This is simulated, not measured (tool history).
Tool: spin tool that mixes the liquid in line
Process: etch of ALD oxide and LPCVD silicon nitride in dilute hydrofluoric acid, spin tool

run	hour	temperature setpoint of the liquid (K)	parts of water to one part of 49 % hydrofluoric acid (parts by volume)	time under the liquid (s)	thickness taken off the ALD oxide on a monitor wafer (nm)	thickness taken off the LPCVD silicon nitride on a monitor wafer (nm)
1	0	298.15	120	120	24.504	0.6216
2	1.5	298.15	145	120	19.683	0.53133
3	2.4	298.15	145	145	23.667	0.63893
4	8.7	301.15	145	145	26.546	0.74447
5	13.2	303.15	145	145	28.631	0.88556
6	22.1	301.65	135	145	29.436	0.81795

Run 7 comes next. What will it give?
7	23.5	300.65	130	145	?	?

{"run 7": {"thickness taken off the ALD oxide on a monitor wafer (nm)": 29.657, "thickness taken off the LPCVD silicon nitride on a monitor wafer (nm)": 0.85579}}
